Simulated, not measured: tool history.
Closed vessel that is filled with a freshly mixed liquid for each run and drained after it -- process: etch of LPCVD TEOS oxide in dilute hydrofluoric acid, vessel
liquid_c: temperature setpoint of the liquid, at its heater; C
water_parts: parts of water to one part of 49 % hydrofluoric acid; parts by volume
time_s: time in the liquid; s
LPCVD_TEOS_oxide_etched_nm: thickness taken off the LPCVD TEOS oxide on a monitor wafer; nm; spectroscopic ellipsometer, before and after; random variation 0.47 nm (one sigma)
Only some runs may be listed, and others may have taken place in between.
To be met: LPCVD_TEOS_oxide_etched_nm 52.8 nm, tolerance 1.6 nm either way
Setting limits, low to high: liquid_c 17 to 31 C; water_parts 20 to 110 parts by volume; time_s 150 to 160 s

run  hour  liquid_c  water_parts  time_s  LPCVD_TEOS_oxide_etched_nm
  1     0        23           60     150                      43.018
  2   3.8      23.5           60     150                      43.974
  3   5.3      20.5           60     150                      39.323
  4     6        18           60     150                      34.914
  5    12        20           60     150                      38.429
  6  20.3        21           60     150                      39.685
  7  28.4        22           60     150                      41.969
  8  30.4      22.5           60     150                          42
  9  36.2      23.5           60     150                      44.429

Exercise: of the 5 proposed moves below, exactly one satisfies all targets within the stated allowed misses. Which move is it?
  A    42      21.5           55     160                           ?
  B    42        22           45     155                           ?
  C    42        22           65     150                           ?
  D    42      24.5           55     155                           ?
  E    42        20           60     150                           ?

move  LPCVD_TEOS_oxide_etched_nm
   A                      47.279
   B                      57.886
   C                      37.822
   D                      51.846
   E                      37.919
A: an improvement on the last run, though not all results are within tolerance
B: pushes the last run's worst result past its target
C: lands further from the targets than the last run did
D: each result inside its tolerance
E: lands further from the targets than the last run did
D meets every target.
